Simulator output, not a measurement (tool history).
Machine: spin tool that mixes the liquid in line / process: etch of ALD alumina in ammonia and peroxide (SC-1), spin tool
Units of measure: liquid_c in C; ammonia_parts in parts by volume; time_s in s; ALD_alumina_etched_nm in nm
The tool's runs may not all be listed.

Run 1, hour 0.0: liquid_c 46.0 C, ammonia_parts 0.50 parts by volume, time_s 100 s. Result: ALD_alumina_etched_nm 5.9405 nm.
Run 2, hour 7.1: liquid_c 46.0 C, ammonia_parts 0.40 parts by volume, time_s 100 s. Result: ALD_alumina_etched_nm 5.6498 nm.
Run 3, hour 9.4: liquid_c 49.0 C, ammonia_parts 0.40 parts by volume, time_s 100 s. Result: ALD_alumina_etched_nm 6.5914 nm.
Run 4, hour 13.2: liquid_c 49.0 C, ammonia_parts 0.40 parts by volume, time_s 75 s. Result: ALD_alumina_etched_nm 5.0178 nm.
Run 5, hour 14.9: liquid_c 52.5 C, ammonia_parts 0.50 parts by volume, time_s 75 s. Result: ALD_alumina_etched_nm 6.2592 nm.
Run 6, hour 20.0: liquid_c 52.5 C, ammonia_parts 0.40 parts by volume, time_s 75 s. Result: ALD_alumina_etched_nm 6.2442 nm.
Run 7, hour 23.3: liquid_c 55.0 C, ammonia_parts 0.45 parts by volume, time_s 80 s. Result: ALD_alumina_etched_nm 7.5673 nm.

Run 8, settings as shown, results not yet in. Your forecast:
Run 8, hour 30.7: liquid_c 55.0 C, ammonia_parts 0.45 parts by volume, time_s 80 s. Result: ALD_alumina_etched_nm ?.

ALD_alumina_etched_nm: 7.5880 nm

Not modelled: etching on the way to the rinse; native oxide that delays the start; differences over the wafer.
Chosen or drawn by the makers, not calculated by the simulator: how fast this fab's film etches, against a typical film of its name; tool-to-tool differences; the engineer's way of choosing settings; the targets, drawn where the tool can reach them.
